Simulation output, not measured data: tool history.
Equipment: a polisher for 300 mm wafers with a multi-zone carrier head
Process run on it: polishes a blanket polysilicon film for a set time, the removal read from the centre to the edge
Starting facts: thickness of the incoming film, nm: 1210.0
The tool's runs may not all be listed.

| run | hour | flow of slurry (ml/min) | pressure of the head's centre zone | pressure of the head's middle zone | pressure of the head's edge zone | polishing time (s) | film removed at the wafer's centre (angstrom) | film removed at mid-radius (angstrom) | film removed at the wafer's edge (angstrom) |
|---|---|---|---|---|---|---|---|---|---|
| 1 | 0.0 | 255 | 1.00 | 1.00 | 1.00 | 81 | 4310.4 | 4447.2 | 4493.3 |
| 2 | 6.0 | 255 | 1.00 | 0.93 | 1.00 | 81 | 4409.4 | 4068.9 | 4339.1 |
| 3 | 13.1 | 205 | 1.00 | 0.93 | 1.00 | 81 | 4322.1 | 4083.5 | 4352.5 |
| 4 | 15.1 | 205 | 1.00 | 0.98 | 1.00 | 81 | 4225.5 | 4240.9 | 4325.1 |
| 5 | 17.7 | 200 | 0.98 | 0.98 | 0.97 | 80 | 4133.3 | 4196.1 | 4247.3 |
| 6 | 26.1 | 200 | 0.96 | 0.99 | 0.95 | 78 | 3913.3 | 4062.4 | 4102.3 |
| 7 | 33.1 | 200 | 0.96 | 0.99 | 0.95 | 78 | 3931.6 | 4047.9 | 4066.3 |
| 8 | 39.2 | 200 | 0.94 | 1.00 | 0.93 | 77 | 3873.7 | 4096.0 | 4043.9 |
| 9 | 46.7 | 195 | 0.93 | 1.00 | 0.92 | 76 | 3624.0 | 3952.1 | 3915.1 |
| 10 | 54.7 | 195 | 0.93 | 1.00 | 0.90 | 76 | 3761.2 | 3977.9 | 3863.6 |

Run 11 comes next. What will it give?
| 11 | 61.5 | 195 | 0.92 | 1.00 | 0.89 | 76 | ? | ? | ? |

Logged for run 11: film removed at the wafer's centre (angstrom) 3611.4, film removed at mid-radius (angstrom) 4017.9, film removed at the wafer's edge (angstrom) 3828.2.

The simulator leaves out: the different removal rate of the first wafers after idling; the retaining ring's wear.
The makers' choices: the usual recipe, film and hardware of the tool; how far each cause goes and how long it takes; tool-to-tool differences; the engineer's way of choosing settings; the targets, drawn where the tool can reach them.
